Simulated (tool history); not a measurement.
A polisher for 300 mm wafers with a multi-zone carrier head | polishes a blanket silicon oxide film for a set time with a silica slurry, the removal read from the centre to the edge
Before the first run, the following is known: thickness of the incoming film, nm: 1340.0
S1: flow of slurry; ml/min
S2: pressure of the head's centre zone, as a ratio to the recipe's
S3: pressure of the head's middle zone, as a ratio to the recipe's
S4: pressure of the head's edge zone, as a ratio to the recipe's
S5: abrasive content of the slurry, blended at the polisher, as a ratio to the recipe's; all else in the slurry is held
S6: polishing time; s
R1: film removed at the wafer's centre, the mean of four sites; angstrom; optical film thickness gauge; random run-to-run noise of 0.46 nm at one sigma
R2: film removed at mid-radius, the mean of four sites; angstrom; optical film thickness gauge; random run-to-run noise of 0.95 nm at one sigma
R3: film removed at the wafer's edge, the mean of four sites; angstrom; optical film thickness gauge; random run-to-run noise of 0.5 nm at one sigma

run  hour   S1    S2    S3    S4    S5  S6      R1      R2      R3
  1     0  205     1     1     1     1  32  956.37  888.71  916.24
  2   4.7  200  0.98  1.01  0.98  0.95  31  867.21  860.53  837.97
  3  10.5  195  0.96     1  0.97   0.9  31  809.48  821.49  788.47
  4  12.4  155  0.96     1  0.97   0.9  31  781.35   768.9  772.09
  5  16.5  155  0.91     1  0.97   0.9  31  737.46  766.34  783.05
  6  24.8  155   0.9     1  0.96  0.85  31  681.71  730.74  735.04
  7  33.6  155  0.89     1  0.94   0.8  31  655.87  711.71  697.26
  8  40.7  155  0.88  1.01  0.93   0.8  31  648.72  713.28  691.41
  9  44.1  155  0.87  1.02  0.92   0.8  31  638.21  708.37  685.07

Predict the results of run 10:
 10  47.7  155  0.87  1.02  0.92  0.8  31   ?   ?   ?

For run 10 the tool returned R1 636.67 angstrom, R2 724.39 angstrom, R3 690.23 angstrom.
